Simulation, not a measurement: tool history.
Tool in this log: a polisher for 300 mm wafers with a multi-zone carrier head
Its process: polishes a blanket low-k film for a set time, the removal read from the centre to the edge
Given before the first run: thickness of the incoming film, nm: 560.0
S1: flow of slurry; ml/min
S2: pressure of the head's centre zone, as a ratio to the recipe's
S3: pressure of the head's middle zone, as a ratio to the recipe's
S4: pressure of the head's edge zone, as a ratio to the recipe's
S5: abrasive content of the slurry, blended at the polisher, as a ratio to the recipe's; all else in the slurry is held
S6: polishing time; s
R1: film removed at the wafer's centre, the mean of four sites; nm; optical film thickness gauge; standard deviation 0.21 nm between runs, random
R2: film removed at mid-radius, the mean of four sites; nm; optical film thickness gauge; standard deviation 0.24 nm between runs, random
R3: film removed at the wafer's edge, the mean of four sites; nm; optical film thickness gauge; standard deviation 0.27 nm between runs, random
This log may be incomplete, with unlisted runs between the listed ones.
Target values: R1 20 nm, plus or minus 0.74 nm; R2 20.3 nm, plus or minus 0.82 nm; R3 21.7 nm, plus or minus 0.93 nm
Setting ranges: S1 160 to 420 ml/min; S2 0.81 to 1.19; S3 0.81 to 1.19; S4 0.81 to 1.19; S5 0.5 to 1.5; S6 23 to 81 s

{"run": 1, "day": 0.0, "S1": 270, "S2": 1, "S3": 1, "S4": 1, "S5": 1, "S6": 52, "R1": 16.667, "R2": 17.47, "R3": 16.901}
{"run": 2, "day": 0.25, "S1": 270, "S2": 0.92, "S3": 1, "S4": 1, "S5": 1, "S6": 52, "R1": 15.366, "R2": 17.288, "R3": 16.97}
{"run": 3, "day": 0.404, "S1": 270, "S2": 0.92, "S3": 1, "S4": 1, "S5": 1, "S6": 64, "R1": 19.103, "R2": 21.376, "R3": 21.388}
{"run": 4, "day": 0.633, "S1": 225, "S2": 0.92, "S3": 1, "S4": 1, "S5": 1, "S6": 64, "R1": 18.499, "R2": 21.011, "R3": 20.635}
{"run": 5, "day": 0.788, "S1": 225, "S2": 0.92, "S3": 0.93, "S4": 1, "S5": 1, "S6": 64, "R1": 18.512, "R2": 19.143, "R3": 20.662}
{"run": 6, "day": 0.971, "S1": 225, "S2": 0.92, "S3": 0.87, "S4": 1, "S5": 1, "S6": 64, "R1": 18.962, "R2": 18.644, "R3": 20.86}
{"run": 7, "day": 1.221, "S1": 235, "S2": 0.92, "S3": 0.88, "S4": 1, "S5": 1, "S6": 64, "R1": 18.628, "R2": 19.127, "R3": 20.763}
{"run": 8, "day": 1.475, "S1": 240, "S2": 0.93, "S3": 0.88, "S4": 1, "S5": 1, "S6": 64, "R1": 19.179, "R2": 19.005, "R3": 20.901}
{"run": 9, "day": 1.533, "S1": 245, "S2": 0.93, "S3": 0.89, "S4": 1, "S5": 1, "S6": 64, "R1": 19.185, "R2": 19.295, "R3": 20.27}
{"run": 10, "day": 1.562, "S1": 245, "S2": 0.93, "S3": 0.89, "S4": 1.01, "S5": 1, "S6": 64, "R1": 19.346, "R2": 19.429, "R3": 21.089}
{"run": 11, "day": 1.738, "S1": 250, "S2": 0.93, "S3": 0.89, "S4": 1.01, "S5": 1, "S6": 64, "R1": 18.973, "R2": 19.24, "R3": 20.567}
{"run": 12, "day": 1.842, "S1": 250, "S2": 0.93, "S3": 0.89, "S4": 1.01, "S5": 1, "S6": 64, "R1": 19.036, "R2": 19.451, "R3": 20.91}
{"run": 13, "day": 1.862, "S1": 255, "S2": 0.93, "S3": 0.89, "S4": 1.01, "S5": 1, "S6": 64, "R1": 19.37, "R2": 19.612, "R3": 20.819}
{"run": 14, "day": 2.15, "S1": 255, "S2": 0.93, "S3": 0.89, "S4": 1.02, "S5": 1, "S6": 64, "R1": 19.395, "R2": 19.41, "R3": 20.717}

Which single option among these 4 for the next run brings every result within its allowed miss of target? Just one does.
{"run": "A", "day": 2.438, "S1": 320, "S2": 1.14, "S3": 1.04, "S4": 1.03, "S5": 0.85, "S6": 57, "R1": "?", "R2": "?", "R3": "?"}
{"run": "B", "day": 2.438, "S1": 305, "S2": 0.9, "S3": 0.88, "S4": 0.94, "S5": 1.05, "S6": 65, "R1": "?", "R2": "?", "R3": "?"}
{"run": "C", "day": 2.438, "S1": 275, "S2": 0.9, "S3": 0.91, "S4": 0.91, "S5": 1, "S6": 63, "R1": "?", "R2": "?", "R3": "?"}
{"run": "D", "day": 2.438, "S1": 290, "S2": 0.95, "S3": 0.83, "S4": 1.02, "S5": 0.8, "S6": 69, "R1": "?", "R2": "?", "R3": "?"}

move=A R1=20.022 R2=18.735 R3=17.574
move=B R1=19.75 R2=20.447 R3=21.276
move=C R1=18.522 R2=19.734 R3=19.751
move=D R1=19.337 R2=18.076 R3=20.462
A: its largest miss is bigger than the last run's
B: every result within its allowed miss
C: the worst result of the last run now meets its target, but another is out of spec
D: its largest miss is bigger than the last run's
B meets every target.
